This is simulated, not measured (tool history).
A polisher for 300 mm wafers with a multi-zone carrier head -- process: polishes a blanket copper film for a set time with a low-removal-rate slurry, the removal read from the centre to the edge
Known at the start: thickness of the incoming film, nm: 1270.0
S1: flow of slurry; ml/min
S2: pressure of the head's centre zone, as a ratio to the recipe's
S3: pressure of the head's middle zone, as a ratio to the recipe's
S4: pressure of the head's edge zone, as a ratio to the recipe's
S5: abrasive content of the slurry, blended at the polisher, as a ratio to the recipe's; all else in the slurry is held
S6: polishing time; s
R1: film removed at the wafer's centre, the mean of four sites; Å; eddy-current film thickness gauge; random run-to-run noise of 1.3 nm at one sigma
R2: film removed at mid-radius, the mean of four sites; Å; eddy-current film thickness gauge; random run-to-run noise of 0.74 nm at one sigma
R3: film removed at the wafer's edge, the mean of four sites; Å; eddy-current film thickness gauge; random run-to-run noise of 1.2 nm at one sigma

| run | hour | S1 | S2 | S3 | S4 | S5 | S6 | R1 | R2 | R3 |
|---|---|---|---|---|---|---|---|---|---|---|
| 1 | 0 | 285 | 1 | 1 | 1 | 1 | 82 | 1767.8 | 1796.5 | 1822 |
| 2 | 5.7 | 280 | 1 | 0.98 | 0.99 | 0.95 | 79 | 1719.4 | 1693.9 | 1658.7 |
| 3 | 14.6 | 350 | 1 | 0.98 | 0.99 | 0.95 | 79 | 1686.4 | 1723.7 | 1717.9 |
| 4 | 20.2 | 345 | 1 | 0.96 | 1.01 | 0.9 | 76 | 1618.3 | 1597.2 | 1681.2 |
| 5 | 24.1 | 345 | 0.99 | 0.95 | 1.01 | 0.85 | 74 | 1565.3 | 1510.1 | 1547.5 |
| 6 | 32.7 | 350 | 0.98 | 0.94 | 1.02 | 0.8 | 72 | 1478.6 | 1427.4 | 1519.1 |
| 7 | 36.8 | 345 | 0.97 | 0.93 | 1.02 | 0.75 | 71 | 1393.9 | 1380.7 | 1447.2 |

For run 8, what comes out?
| 8 | 42.1 | 300 | 1.02 | 0.83 | 1.1 | 0.5 | 52 | ? | ? | ? |

Logged for run 8: R1 938.02 Å, R2 810.71 Å, R3 959.67 Å.
